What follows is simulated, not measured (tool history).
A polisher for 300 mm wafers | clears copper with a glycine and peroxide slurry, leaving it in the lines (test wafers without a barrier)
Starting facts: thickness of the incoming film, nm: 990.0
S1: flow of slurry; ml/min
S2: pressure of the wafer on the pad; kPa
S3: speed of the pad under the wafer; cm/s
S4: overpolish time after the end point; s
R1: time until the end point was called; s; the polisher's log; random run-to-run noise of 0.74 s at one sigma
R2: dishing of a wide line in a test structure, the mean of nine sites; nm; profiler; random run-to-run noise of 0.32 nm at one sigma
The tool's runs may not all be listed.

{"run": 1, "hour": 0.0, "S1": 230, "S2": 21.4, "S3": 116, "S4": 23, "R1": 129.49, "R2": 17.054}
{"run": 2, "hour": 3.0, "S1": 280, "S2": 21.4, "S3": 116, "S4": 23, "R1": 127.49, "R2": 16.867}
{"run": 3, "hour": 6.2, "S1": 280, "S2": 21.4, "S3": 116, "S4": 19, "R1": 126.38, "R2": 17.024}
{"run": 4, "hour": 13.7, "S1": 280, "S2": 21.4, "S3": 100, "S4": 19, "R1": 144.47, "R2": 16.928}
{"run": 5, "hour": 21.2, "S1": 280, "S2": 21.4, "S3": 84, "S4": 19, "R1": 166.61, "R2": 17.06}
{"run": 6, "hour": 27.9, "S1": 280, "S2": 24.1, "S3": 84, "S4": 19, "R1": 154.84, "R2": 16.93}

Forecast run 7:
{"run": 7, "hour": 30.7, "S1": 290, "S2": 25.5, "S3": 94, "S4": 19, "R1": "?", "R2": "?"}

{"run 7": {"R1": 128.82, "R2": 16.312}}
